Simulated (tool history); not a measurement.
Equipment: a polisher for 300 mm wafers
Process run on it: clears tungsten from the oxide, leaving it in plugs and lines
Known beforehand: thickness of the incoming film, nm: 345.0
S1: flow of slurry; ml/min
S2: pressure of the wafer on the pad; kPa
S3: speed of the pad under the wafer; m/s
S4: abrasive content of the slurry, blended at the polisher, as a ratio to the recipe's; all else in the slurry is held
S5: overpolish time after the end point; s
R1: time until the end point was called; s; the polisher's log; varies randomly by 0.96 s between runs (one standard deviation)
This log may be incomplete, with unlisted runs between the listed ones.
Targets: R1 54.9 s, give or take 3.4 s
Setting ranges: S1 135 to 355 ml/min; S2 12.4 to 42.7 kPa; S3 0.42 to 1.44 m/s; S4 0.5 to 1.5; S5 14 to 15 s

{"run": 1, "day": 0.0, "S1": 225, "S2": 27.6, "S3": 0.92, "S4": 1, "S5": 14, "R1": 110.06}
{"run": 2, "day": 0.371, "S1": 225, "S2": 27.6, "S3": 0.92, "S4": 1, "S5": 15, "R1": 108.9}
{"run": 3, "day": 0.538, "S1": 225, "S2": 29.6, "S3": 0.94, "S4": 1, "S5": 15, "R1": 103.48}
{"run": 4, "day": 0.821, "S1": 225, "S2": 29.6, "S3": 0.94, "S4": 0.9, "S5": 15, "R1": 102.97}
{"run": 5, "day": 0.867, "S1": 225, "S2": 23.4, "S3": 0.94, "S4": 0.9, "S5": 15, "R1": 124.92}
{"run": 6, "day": 1.104, "S1": 225, "S2": 23.4, "S3": 1.14, "S4": 0.9, "S5": 15, "R1": 106.81}
{"run": 7, "day": 1.446, "S1": 225, "S2": 26.2, "S3": 1.16, "S4": 0.9, "S5": 15, "R1": 94.87}
{"run": 8, "day": 1.817, "S1": 225, "S2": 28.3, "S3": 1.18, "S4": 0.9, "S5": 15, "R1": 87.074}
{"run": 9, "day": 1.971, "S1": 225, "S2": 30.3, "S3": 1.2, "S4": 0.9, "S5": 15, "R1": 79.676}
{"day": 2.121, "done": "slurry tank refilled with fresh slurry and peroxide"}
{"run": 10, "day": 2.121, "S1": 225, "S2": 31.7, "S3": 1.2, "S4": 0.9, "S5": 15, "R1": 60.15}
{"run": 11, "day": 2.458, "S1": 225, "S2": 32.4, "S3": 1.2, "S4": 0.9, "S5": 15, "R1": 57.19}

Below are 5 possible settings for the next run. Only one of them brings all results inside the allowed miss of their targets. Which is it?
{"run": "A", "day": 2.796, "S1": 215, "S2": 27.6, "S3": 1.44, "S4": 0.95, "S5": 14, "R1": "?"}
{"run": "B", "day": 2.796, "S1": 170, "S2": 29, "S3": 1.36, "S4": 0.85, "S5": 15, "R1": "?"}
{"run": "C", "day": 2.796, "S1": 235, "S2": 29, "S3": 1.24, "S4": 1, "S5": 15, "R1": "?"}
{"run": "D", "day": 2.796, "S1": 250, "S2": 34.5, "S3": 1.02, "S4": 0.95, "S5": 15, "R1": "?"}
{"run": "E", "day": 2.796, "S1": 235, "S2": 34.5, "S3": 0.98, "S4": 0.9, "S5": 14, "R1": "?"}

move=A R1=55.116
move=B R1=59.459
move=C R1=59.576
move=D R1=61.733
move=E R1=65.52
A: every result lands within tolerance
B: its largest miss is bigger than the last run's
C: its largest miss is bigger than the last run's
D: its largest miss is bigger than the last run's
E: its largest miss is bigger than the last run's
A meets every target.
